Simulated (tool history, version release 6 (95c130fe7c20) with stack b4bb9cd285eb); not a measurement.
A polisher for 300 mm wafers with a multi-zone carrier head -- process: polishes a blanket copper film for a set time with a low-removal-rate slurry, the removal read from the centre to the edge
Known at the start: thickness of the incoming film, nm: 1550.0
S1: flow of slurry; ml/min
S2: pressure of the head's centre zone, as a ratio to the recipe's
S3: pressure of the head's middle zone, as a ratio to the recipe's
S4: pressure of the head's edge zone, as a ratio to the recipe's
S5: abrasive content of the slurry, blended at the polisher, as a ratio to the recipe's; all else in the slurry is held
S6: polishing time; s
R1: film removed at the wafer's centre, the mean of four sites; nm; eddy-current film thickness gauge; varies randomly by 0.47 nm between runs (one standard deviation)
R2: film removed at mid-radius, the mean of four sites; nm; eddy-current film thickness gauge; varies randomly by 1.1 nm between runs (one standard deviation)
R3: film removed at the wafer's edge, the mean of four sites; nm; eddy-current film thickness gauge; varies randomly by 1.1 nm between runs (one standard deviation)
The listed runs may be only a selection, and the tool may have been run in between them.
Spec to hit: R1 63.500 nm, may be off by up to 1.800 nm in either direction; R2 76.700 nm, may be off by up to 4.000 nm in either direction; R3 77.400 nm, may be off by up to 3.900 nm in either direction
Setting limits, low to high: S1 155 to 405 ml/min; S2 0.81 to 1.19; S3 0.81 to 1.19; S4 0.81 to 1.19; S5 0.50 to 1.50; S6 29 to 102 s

{"run": 1, "hour": 0.0, "S1": 260, "S2": 1.0, "S3": 1.0, "S4": 1.0, "S5": 1.0, "S6": 65, "R1": 147.87, "R2": 144.05, "R3": 148.98}
{"run": 2, "hour": 1.6, "S1": 260, "S2": 1.0, "S3": 0.93, "S4": 1.0, "S5": 1.0, "S6": 65, "R1": 146.79, "R2": 138.66, "R3": 144.87}
{"run": 3, "hour": 10.1, "S1": 260, "S2": 1.0, "S3": 0.93, "S4": 0.94, "S5": 1.0, "S6": 65, "R1": 148.75, "R2": 137.08, "R3": 142.69}
{"run": 4, "hour": 12.7, "S1": 255, "S2": 0.96, "S3": 0.95, "S4": 0.94, "S5": 0.9, "S6": 57, "R1": 121.05, "R2": 116.5, "R3": 119.97}
{"run": 5, "hour": 15.2, "S1": 255, "S2": 0.96, "S3": 0.95, "S4": 0.9, "S5": 0.9, "S6": 57, "R1": 121.28, "R2": 118.93, "R3": 122.3}
{"run": 6, "hour": 23.7, "S1": 255, "S2": 0.96, "S3": 0.95, "S4": 0.9, "S5": 0.9, "S6": 44, "R1": 93.109, "R2": 92.454, "R3": 94.002}
{"run": 7, "hour": 24.4, "S1": 245, "S2": 0.93, "S3": 0.97, "S4": 0.91, "S5": 0.85, "S6": 42, "R1": 84.094, "R2": 87.27, "R3": 86.546}
{"run": 8, "hour": 27.5, "S1": 185, "S2": 0.83, "S3": 1.01, "S4": 1.01, "S5": 0.65, "S6": 40, "R1": 66.737, "R2": 78.741, "R3": 81.773}
{"run": 9, "hour": 29.2, "S1": 185, "S2": 0.83, "S3": 1.01, "S4": 1.0, "S5": 0.65, "S6": 40, "R1": 66.768, "R2": 77.726, "R3": 79.79}
{"run": 10, "hour": 32.3, "S1": 180, "S2": 0.83, "S3": 1.01, "S4": 1.0, "S5": 0.65, "S6": 40, "R1": 66.106, "R2": 79.045, "R3": 77.954}

4 next moves are on the table. One of them brings every result within its allowed miss. Which?
{"run": "A", "hour": 35.4, "S1": 250, "S2": 0.87, "S3": 1.02, "S4": 1.07, "S5": 0.6, "S6": 38, "R1": "?", "R2": "?", "R3": "?"}
{"run": "B", "hour": 35.4, "S1": 170, "S2": 0.81, "S3": 0.98, "S4": 0.91, "S5": 0.55, "S6": 41, "R1": "?", "R2": "?", "R3": "?"}
{"run": "C", "hour": 35.4, "S1": 280, "S2": 0.85, "S3": 0.88, "S4": 1.13, "S5": 0.55, "S6": 37, "R1": "?", "R2": "?", "R3": "?"}
{"run": "D", "hour": 35.4, "S1": 155, "S2": 0.97, "S3": 1.0, "S4": 0.92, "S5": 0.6, "S6": 36, "R1": "?", "R2": "?", "R3": "?"}

move=A R1=66.778 R2=76.208 R3=79.277
move=B R1=63.498 R2=75.626 R3=77.807
move=C R1=62.968 R2=65.021 R3=77.994
move=D R1=67.429 R2=68.103 R3=69.312
A: misses by more than the last run did
B: hits every target within its allowed miss
C: the worst result of the last run now meets its target, but another is out of spec
D: misses by more than the last run did
The move that meets every target is B.

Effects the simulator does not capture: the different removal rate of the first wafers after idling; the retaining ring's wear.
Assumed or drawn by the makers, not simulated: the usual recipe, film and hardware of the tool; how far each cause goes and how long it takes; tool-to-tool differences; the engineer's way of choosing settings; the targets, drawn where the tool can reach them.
